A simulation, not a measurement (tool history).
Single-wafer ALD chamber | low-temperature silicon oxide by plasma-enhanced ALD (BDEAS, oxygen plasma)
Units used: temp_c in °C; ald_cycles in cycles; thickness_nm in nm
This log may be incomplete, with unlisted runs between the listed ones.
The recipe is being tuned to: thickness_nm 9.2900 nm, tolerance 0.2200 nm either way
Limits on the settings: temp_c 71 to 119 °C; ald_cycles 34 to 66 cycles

{"run": 1, "hour": 0.0, "temp_c": 95, "ald_cycles": 50, "thickness_nm": 7.472}
{"run": 2, "hour": 5.0, "temp_c": 92, "ald_cycles": 52, "thickness_nm": 7.9189}
{"run": 3, "hour": 6.8, "temp_c": 92, "ald_cycles": 50, "thickness_nm": 7.5785}
{"run": 4, "hour": 14.2, "temp_c": 84, "ald_cycles": 50, "thickness_nm": 7.7874}
{"run": 5, "hour": 17.7, "temp_c": 84, "ald_cycles": 57, "thickness_nm": 8.7873}
{"run": 6, "hour": 25.4, "temp_c": 83, "ald_cycles": 58, "thickness_nm": 9.0296}
{"run": 7, "hour": 28.2, "temp_c": 82, "ald_cycles": 58, "thickness_nm": 9.0738}
{"run": 8, "hour": 33.8, "temp_c": 82, "ald_cycles": 58, "thickness_nm": 9.0588}

Which of these 5 next moves meets every target?
{"run": "A", "hour": 39.4, "temp_c": 86, "ald_cycles": 57, "thickness_nm": "?"}
{"run": "B", "hour": 39.4, "temp_c": 78, "ald_cycles": 59, "thickness_nm": "?"}
{"run": "C", "hour": 39.4, "temp_c": 83, "ald_cycles": 57, "thickness_nm": "?"}
{"run": "D", "hour": 39.4, "temp_c": 78, "ald_cycles": 55, "thickness_nm": "?"}
{"run": "E", "hour": 39.4, "temp_c": 88, "ald_cycles": 58, "thickness_nm": "?"}

move=A thickness_nm=8.7450
move=B thickness_nm=9.2717
move=C thickness_nm=8.8246
move=D thickness_nm=8.6431
move=E thickness_nm=8.8444
A: lands further from the targets than the last run did
B: every result within its allowed miss
C: lands further from the targets than the last run did
D: lands further from the targets than the last run did
E: lands further from the targets than the last run did
Go with B: it meets all targets.

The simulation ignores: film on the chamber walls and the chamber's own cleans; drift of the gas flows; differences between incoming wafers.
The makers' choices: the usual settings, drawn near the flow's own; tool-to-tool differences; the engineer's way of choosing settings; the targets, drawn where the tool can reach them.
